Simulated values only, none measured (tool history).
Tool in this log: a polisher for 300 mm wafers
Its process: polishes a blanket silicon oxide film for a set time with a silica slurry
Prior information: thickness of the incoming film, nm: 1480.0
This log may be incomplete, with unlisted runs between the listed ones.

run  hour  flow of slurry (ml/min)  pressure of the wafer on the pad (psi)  speed of the pad under the wafer (m/s)  abrasive content of the slurry  polishing time (s)  film removed (Å)
  1     0                      315                                     3.8                                    1.42                               1                  48            2079.3
  2   3.7                      265                                     3.8                                    1.42                               1                  48            2063.8
  3  12.5                      340                                     3.8                                    1.42                               1                  48            2067.5
  4  16.5                      340                                     3.8                                    1.42                               1                  48              2074
  5  22.4                      405                                     3.8                                    1.42                               1                  48            2134.4
  6  27.9                      405                                     3.8                                    1.42                             1.1                  48            2251.3
  7  36.4                      405                                       4                                    1.42                             1.1                  48            2330.7

Expected results for the next run?
  8  41.2                      405                                     4.2                                    1.42                             1.1                  48                 ?

film removed (Å): 2446.1
